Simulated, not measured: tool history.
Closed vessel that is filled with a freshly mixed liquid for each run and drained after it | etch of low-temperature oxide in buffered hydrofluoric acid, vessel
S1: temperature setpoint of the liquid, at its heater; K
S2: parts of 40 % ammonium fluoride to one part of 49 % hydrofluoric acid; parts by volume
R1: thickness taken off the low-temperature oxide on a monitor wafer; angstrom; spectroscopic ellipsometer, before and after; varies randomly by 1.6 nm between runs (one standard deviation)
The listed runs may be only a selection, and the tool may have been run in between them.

run 1 day=0 | S1=297.15 S2=11.5 time_in_the_liquid_(s)=95 | R1=2732.1
run 2 day=0.142 | S1=296.15 S2=11.5 time_in_the_liquid_(s)=95 | R1=2535.4
run 3 day=0.275 | S1=295.15 S2=11.5 time_in_the_liquid_(s)=95 | R1=2402.4
run 4 day=0.567 | S1=294.65 S2=11.5 time_in_the_liquid_(s)=95 | R1=2336.4
run 5 day=0.904 | S1=294.65 S2=11.5 time_in_the_liquid_(s)=105 | R1=2596.3
run 6 day=1.246 | S1=294.15 S2=11.5 time_in_the_liquid_(s)=105 | R1=2547.8
run 7 day=1.558 | S1=293.65 S2=12 time_in_the_liquid_(s)=105 | R1=2402.6

Predict the results of run 8:
run 8 day=1.883 | S1=290.15 S2=14.5 time_in_the_liquid_(s)=105 | R1=?

{"run 8": {"R1": 1629.1}}
